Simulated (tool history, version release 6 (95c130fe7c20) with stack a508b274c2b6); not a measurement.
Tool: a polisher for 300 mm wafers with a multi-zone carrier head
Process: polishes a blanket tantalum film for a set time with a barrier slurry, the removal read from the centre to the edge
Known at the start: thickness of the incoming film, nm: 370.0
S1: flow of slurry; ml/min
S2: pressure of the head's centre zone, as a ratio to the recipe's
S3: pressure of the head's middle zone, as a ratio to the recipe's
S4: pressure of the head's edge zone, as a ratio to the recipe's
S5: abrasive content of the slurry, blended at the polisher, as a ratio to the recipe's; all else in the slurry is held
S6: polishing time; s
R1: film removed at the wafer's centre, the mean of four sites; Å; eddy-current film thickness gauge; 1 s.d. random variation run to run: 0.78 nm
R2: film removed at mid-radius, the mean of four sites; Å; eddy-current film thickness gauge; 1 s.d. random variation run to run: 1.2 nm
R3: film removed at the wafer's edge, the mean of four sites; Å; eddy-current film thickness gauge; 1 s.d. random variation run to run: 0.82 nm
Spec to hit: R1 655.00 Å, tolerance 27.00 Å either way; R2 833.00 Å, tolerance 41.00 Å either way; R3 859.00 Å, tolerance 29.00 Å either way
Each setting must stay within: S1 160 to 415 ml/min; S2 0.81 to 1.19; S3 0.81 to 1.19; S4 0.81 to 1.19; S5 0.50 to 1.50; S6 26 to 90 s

run  hour   S1    S2    S3    S4    S5  S6      R1      R2      R3
  1   0.0  265  1.00  1.00  1.00  1.00  58  626.20  684.50  713.52
  2   4.4  315  1.00  1.00  1.00  1.00  58  645.82  695.11  732.59
  3   9.9  315  1.05  1.00  1.00  1.00  58  683.23  703.02  739.43
  4  15.6  315  1.05  1.00  1.00  1.00  52  622.68  624.52  656.16
  5  22.0  315  1.05  1.06  1.00  1.00  52  611.51  666.73  664.53
  6  30.1  315  1.05  1.06  1.00  1.15  52  641.87  688.90  672.20
     39.0  -- centre zone pressure recalibrated
  7  39.0  315  1.03  1.06  1.02  1.20  53  683.24  710.72  702.03
  8  40.3  315  1.00  1.07  1.04  1.20  54  700.84  725.60  731.44
  9  44.4  305  0.97  1.08  1.05  1.15  56  684.86  777.48  742.06
 10  49.3  305  0.97  1.08  1.05  1.15  56  691.99  752.74  742.16
 11  50.6  290  0.95  1.07  1.05  1.10  58  689.80  754.15  760.71

Next run, 4 choices. One meets every target within its allowed miss, the rest don't. Which?
  A  51.9  210  0.83  1.08  1.08  0.85  71   ?   ?   ?
  B  51.9  290  1.05  1.11  1.06  1.35  47   ?   ?   ?
  C  51.9  290  0.88  1.10  1.02  1.00  63   ?   ?   ?
  D  51.9  290  0.96  1.00  1.09  1.05  54   ?   ?   ?

move      R1      R2      R3
   A  651.24  836.34  857.19
   B  643.91  663.94  652.12
   C  672.25  822.69  798.40
   D  636.57  658.14  717.14
A: meets every target
B: misses by more than the last run did
C: gains on the last run, yet a result remains outside its allowed miss
D: misses by more than the last run did
The right move is A.
